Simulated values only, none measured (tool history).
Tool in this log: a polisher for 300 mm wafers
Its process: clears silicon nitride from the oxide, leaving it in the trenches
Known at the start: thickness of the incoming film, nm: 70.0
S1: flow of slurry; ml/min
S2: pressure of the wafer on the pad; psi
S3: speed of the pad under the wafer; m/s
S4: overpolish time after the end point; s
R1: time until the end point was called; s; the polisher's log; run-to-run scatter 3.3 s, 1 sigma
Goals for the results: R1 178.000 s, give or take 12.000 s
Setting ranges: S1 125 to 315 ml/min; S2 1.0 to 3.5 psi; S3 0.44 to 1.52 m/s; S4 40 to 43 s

| run | hour | S1 | S2 | S3 | S4 | R1 |
|---|---|---|---|---|---|---|
| 1 | 0.0 | 205 | 2.2 | 0.98 | 40 | 109.480 |
| 2 | 1.4 | 205 | 2.2 | 0.98 | 43 | 108.120 |
| 3 | 5.6 | 205 | 2.2 | 1.08 | 43 | 97.376 |
| 4 | 12.5 | 205 | 2.1 | 1.06 | 43 | 102.230 |
| 5 | 13.5 | 205 | 2.1 | 0.96 | 43 | 115.220 |
| 6 | 15.8 | 205 | 2.0 | 0.96 | 43 | 123.120 |
| 7 | 21.6 | 205 | 1.9 | 0.96 | 43 | 126.870 |
| 8 | 26.2 | 205 | 1.3 | 0.90 | 43 | 193.210 |

Which one of the following 4 next-run settings gets every result inside its allowed miss? There is exactly one.
| A | 30.8 | 215 | 1.1 | 1.16 | 43 | ? |
| B | 30.8 | 195 | 1.4 | 1.02 | 40 | ? |
| C | 30.8 | 210 | 1.4 | 1.08 | 43 | ? |
| D | 30.8 | 185 | 1.6 | 1.00 | 40 | ? |

| move | R1 |
|---|---|
| A | 174.330 |
| B | 159.370 |
| C | 149.170 |
| D | 144.140 |
A: all results in spec
B: takes the biggest miss from the last run beyond its target
C: takes the biggest miss from the last run beyond its target
D: takes the biggest miss from the last run beyond its target
Correct choice: A, which meets every target
